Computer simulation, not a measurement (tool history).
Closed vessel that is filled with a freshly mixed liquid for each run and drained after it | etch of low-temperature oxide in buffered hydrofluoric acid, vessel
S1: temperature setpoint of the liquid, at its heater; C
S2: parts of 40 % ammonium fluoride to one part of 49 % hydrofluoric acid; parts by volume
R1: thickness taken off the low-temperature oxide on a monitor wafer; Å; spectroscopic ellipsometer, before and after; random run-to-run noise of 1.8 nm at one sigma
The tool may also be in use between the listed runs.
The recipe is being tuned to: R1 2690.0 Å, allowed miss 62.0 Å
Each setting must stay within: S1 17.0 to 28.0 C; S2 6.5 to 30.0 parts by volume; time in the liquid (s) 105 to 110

{"run": 1, "hour": 0.0, "S1": 20.0, "S2": 18.5, "time in the liquid (s)": 105, "R1": 1532.3}
{"run": 2, "hour": 1.1, "S1": 20.0, "S2": 18.5, "time in the liquid (s)": 110, "R1": 1598.9}
{"run": 3, "hour": 8.9, "S1": 20.0, "S2": 18.5, "time in the liquid (s)": 105, "R1": 1537.1}
{"run": 4, "hour": 16.7, "S1": 23.5, "S2": 18.5, "time in the liquid (s)": 105, "R1": 1872.6}
{"run": 5, "hour": 24.4, "S1": 24.0, "S2": 18.0, "time in the liquid (s)": 105, "R1": 1957.7}
{"run": 6, "hour": 26.6, "S1": 24.0, "S2": 18.0, "time in the liquid (s)": 105, "R1": 1977.2}
{"run": 7, "hour": 29.3, "S1": 24.5, "S2": 18.0, "time in the liquid (s)": 105, "R1": 2018.7}
{"run": 8, "hour": 36.5, "S1": 24.5, "S2": 18.0, "time in the liquid (s)": 105, "R1": 2025.5}
{"run": 9, "hour": 40.8, "S1": 25.0, "S2": 18.0, "time in the liquid (s)": 105, "R1": 2086.8}
{"run": 10, "hour": 49.2, "S1": 25.5, "S2": 18.0, "time in the liquid (s)": 105, "R1": 2152.6}
{"run": 11, "hour": 54.4, "S1": 25.5, "S2": 18.0, "time in the liquid (s)": 105, "R1": 2136.6}

Which single option among these 4 for the next run brings every result within its allowed miss of target? Just one does.
{"run": "A", "hour": 59.6, "S1": 23.5, "S2": 19.5, "time in the liquid (s)": 110, "R1": "?"}
{"run": "B", "hour": 59.6, "S1": 28.0, "S2": 14.5, "time in the liquid (s)": 110, "R1": "?"}
{"run": "C", "hour": 59.6, "S1": 23.0, "S2": 13.0, "time in the liquid (s)": 110, "R1": "?"}
{"run": "D", "hour": 59.6, "S1": 23.0, "S2": 11.0, "time in the liquid (s)": 105, "R1": "?"}

move=A R1=1854.0
move=B R1=3164.8
move=C R1=2687.9
move=D R1=3020.8
A: its largest miss is bigger than the last run's
B: the result that was furthest off in the last run now lies on the other side of its target
C: every result within its allowed miss
D: the result that was furthest off in the last run now lies on the other side of its target
So the answer is move C, the one that meets all the targets.
